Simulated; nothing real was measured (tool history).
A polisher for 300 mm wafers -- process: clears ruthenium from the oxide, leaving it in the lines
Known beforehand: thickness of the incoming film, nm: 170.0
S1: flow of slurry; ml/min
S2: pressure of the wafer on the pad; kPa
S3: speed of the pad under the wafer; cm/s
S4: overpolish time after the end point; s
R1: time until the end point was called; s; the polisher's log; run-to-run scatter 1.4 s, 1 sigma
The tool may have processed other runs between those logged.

{"run": 1, "hour": 0.0, "S1": 280, "S2": 13.1, "S3": 108, "S4": 5, "R1": 145.84}
{"run": 2, "hour": 7.4, "S1": 280, "S2": 13.8, "S3": 108, "S4": 5, "R1": 136.82}
{"run": 3, "hour": 10.3, "S1": 280, "S2": 11.7, "S3": 108, "S4": 5, "R1": 158.87}
{"run": 4, "hour": 17.7, "S1": 280, "S2": 12.4, "S3": 108, "S4": 5, "R1": 156.66}
{"run": 5, "hour": 23.1, "S1": 280, "S2": 13.1, "S3": 108, "S4": 5, "R1": 146.01}
{"run": 6, "hour": 25.5, "S1": 280, "S2": 11, "S3": 108, "S4": 5, "R1": 168.84}
{"run": 7, "hour": 27.7, "S1": 280, "S2": 11.7, "S3": 108, "S4": 5, "R1": 159.32}
{"run": 8, "hour": 33.4, "S1": 280, "S2": 12.4, "S3": 108, "S4": 5, "R1": 150.54}

Run 9 is up next; what results do you expect?
{"run": 9, "hour": 40.7, "S1": 280, "S2": 13.1, "S3": 108, "S4": 5, "R1": "?"}

R1: 143.76 s
